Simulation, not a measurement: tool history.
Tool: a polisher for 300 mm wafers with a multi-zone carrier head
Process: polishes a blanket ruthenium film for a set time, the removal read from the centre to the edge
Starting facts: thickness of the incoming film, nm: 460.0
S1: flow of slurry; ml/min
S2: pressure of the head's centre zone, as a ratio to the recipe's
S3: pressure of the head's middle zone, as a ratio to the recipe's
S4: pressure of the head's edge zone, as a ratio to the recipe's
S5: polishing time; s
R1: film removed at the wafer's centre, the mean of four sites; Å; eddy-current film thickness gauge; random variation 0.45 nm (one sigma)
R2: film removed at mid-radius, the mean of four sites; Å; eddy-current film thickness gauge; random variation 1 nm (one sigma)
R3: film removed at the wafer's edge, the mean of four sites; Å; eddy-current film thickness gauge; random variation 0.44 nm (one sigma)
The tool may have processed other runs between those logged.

| run | hour | S1 | S2 | S3 | S4 | S5 | R1 | R2 | R3 |
|---|---|---|---|---|---|---|---|---|---|
| 1 | 0 | 155 | 1 | 1 | 1 | 79 | 950.43 | 898.74 | 922.35 |
| 2 | 3.2 | 155 | 1.09 | 1 | 1 | 79 | 1034.6 | 905.53 | 936.98 |
| 3 | 5.2 | 130 | 1.09 | 1 | 1 | 79 | 990.37 | 865.06 | 918.35 |
| 4 | 7.6 | 120 | 1.01 | 1.03 | 0.98 | 73 | 828.54 | 795.05 | 818.06 |
| 5 | 11.3 | 120 | 1.01 | 1.03 | 1.06 | 73 | 830.14 | 785.03 | 843.98 |
| 6 | 17.5 | 140 | 1.01 | 1.03 | 1.06 | 73 | 861.73 | 831.71 | 872.53 |
| 7 | 20.7 | 130 | 0.95 | 1.06 | 1.02 | 69 | 766.53 | 814.47 | 791.85 |
| 8 | 28.8 | 120 | 0.91 | 1.06 | 1.01 | 66 | 672.75 | 747.22 | 754.16 |

Expected results for the next run?
| 9 | 29.7 | 115 | 0.89 | 1.06 | 0.96 | 65 | ? | ? | ? |

Run 9 came out at R1 639.73 Å, R2 744.51 Å, R3 719.68 Å.
